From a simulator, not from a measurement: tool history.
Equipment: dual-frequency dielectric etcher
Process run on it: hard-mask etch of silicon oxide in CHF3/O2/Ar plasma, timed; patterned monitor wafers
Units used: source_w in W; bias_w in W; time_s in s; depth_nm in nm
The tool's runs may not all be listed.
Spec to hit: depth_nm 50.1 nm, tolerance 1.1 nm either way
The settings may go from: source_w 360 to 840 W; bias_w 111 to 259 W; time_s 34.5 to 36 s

| run | hour | source_w | bias_w | time_s | depth_nm |
|---|---|---|---|---|---|
| 1 | 0 | 600 | 185 | 34.5 | 68.264 |
| 2 | 1.4 | 550 | 170 | 34.5 | 63.578 |
| 3 | 9.6 | 510 | 160 | 34.5 | 60.35 |
| 4 | 11.5 | 510 | 179 | 34.5 | 63.274 |
| 5 | 17.5 | 510 | 198 | 34.5 | 65.18 |
| 6 | 18.8 | 480 | 182 | 34.5 | 62.029 |
| 7 | 25.9 | 460 | 169 | 34.5 | 59.308 |
| 8 | 29.4 | 440 | 160 | 34.5 | 56.884 |
| 9 | 30.5 | 420 | 154 | 34.5 | 54.897 |
| 10 | 31.6 | 410 | 151 | 34.5 | 54.442 |
| 11 | 37.8 | 400 | 147 | 34.5 | 53.174 |

Pick the move, out of 4, that brings all results within their allowed miss; only one does.
| A | 44 | 360 | 115 | 35.5 | ? |
| B | 44 | 360 | 128 | 34.5 | ? |
| C | 44 | 360 | 143 | 34.5 | ? |
| D | 44 | 360 | 127 | 34.5 | ? |

| move | depth_nm |
|---|---|
| A | 47.681 |
| B | 48.112 |
| C | 50.05 |
| D | 47.979 |
A: carries the result that was furthest off beyond its target, to the other side
B: carries the result that was furthest off beyond its target, to the other side
C: every result lands within tolerance
D: carries the result that was furthest off beyond its target, to the other side
Correct choice: C, which meets every target
